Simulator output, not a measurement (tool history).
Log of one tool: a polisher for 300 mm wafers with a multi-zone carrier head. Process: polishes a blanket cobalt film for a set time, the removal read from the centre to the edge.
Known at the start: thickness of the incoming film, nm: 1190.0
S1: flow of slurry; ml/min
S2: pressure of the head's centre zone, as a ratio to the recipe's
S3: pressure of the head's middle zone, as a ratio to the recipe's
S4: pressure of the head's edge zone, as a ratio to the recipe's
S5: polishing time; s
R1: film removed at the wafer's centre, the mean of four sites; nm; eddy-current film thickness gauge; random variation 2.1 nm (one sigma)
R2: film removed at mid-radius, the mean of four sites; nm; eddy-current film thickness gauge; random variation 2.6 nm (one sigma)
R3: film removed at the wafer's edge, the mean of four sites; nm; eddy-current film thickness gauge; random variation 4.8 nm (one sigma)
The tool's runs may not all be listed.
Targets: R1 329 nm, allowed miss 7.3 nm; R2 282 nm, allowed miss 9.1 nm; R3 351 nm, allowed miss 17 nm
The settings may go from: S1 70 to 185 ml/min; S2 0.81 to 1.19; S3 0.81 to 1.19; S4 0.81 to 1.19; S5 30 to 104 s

{"run": 1, "hour": 0.0, "S1": 120, "S2": 1, "S3": 1, "S4": 1, "S5": 67, "R1": 277.18, "R2": 266.42, "R3": 278.92}
{"run": 2, "hour": 7.5, "S1": 130, "S2": 1, "S3": 0.98, "S4": 1.04, "S5": 68, "R1": 288.98, "R2": 273.03, "R3": 297.78}
{"run": 3, "hour": 12.7, "S1": 140, "S2": 1.01, "S3": 0.96, "S4": 1.07, "S5": 68, "R1": 298.36, "R2": 275.22, "R3": 313.54}
{"run": 4, "hour": 15.2, "S1": 140, "S2": 1.01, "S3": 0.96, "S4": 1.07, "S5": 55, "R1": 239.2, "R2": 219.84, "R3": 245.87}
{"run": 5, "hour": 16.9, "S1": 140, "S2": 1.06, "S3": 0.96, "S4": 1.07, "S5": 55, "R1": 254.52, "R2": 223.73, "R3": 239.17}
{"run": 6, "hour": 24.5, "S1": 145, "S2": 1.06, "S3": 0.95, "S4": 1.1, "S5": 58, "R1": 271.88, "R2": 238.61, "R3": 269.62}
{"run": 7, "hour": 32.1, "S1": 150, "S2": 1.06, "S3": 0.94, "S4": 1.12, "S5": 60, "R1": 280.09, "R2": 240.52, "R3": 273.47}
{"run": 8, "hour": 35.9, "S1": 150, "S2": 1.05, "S3": 0.93, "S4": 1.13, "S5": 63, "R1": 292.43, "R2": 250.01, "R3": 289.38}

Which of these 4 next moves meets every target?
{"run": "A", "hour": 39.7, "S1": 140, "S2": 1.09, "S3": 0.96, "S4": 1.11, "S5": 70, "R1": "?", "R2": "?", "R3": "?"}
{"run": "B", "hour": 39.7, "S1": 125, "S2": 1.06, "S3": 0.89, "S4": 1.16, "S5": 77, "R1": "?", "R2": "?", "R3": "?"}
{"run": "C", "hour": 39.7, "S1": 130, "S2": 0.98, "S3": 0.95, "S4": 1.19, "S5": 75, "R1": "?", "R2": "?", "R3": "?"}
{"run": "D", "hour": 39.7, "S1": 115, "S2": 1.02, "S3": 0.89, "S4": 1.13, "S5": 79, "R1": "?", "R2": "?", "R3": "?"}

move=A R1=329.55 R2=282.36 R3=309.61
move=B R1=341.97 R2=284.14 R3=342.29
move=C R1=311.22 R2=295.04 R3=339.86
move=D R1=329.32 R2=285.37 R3=341.31
A: brings the result that was furthest off to its target, and leaves another outside
B: takes the result that was furthest off past its target
C: nearer than the last run, and not there yet
D: meets every target
Answer: D
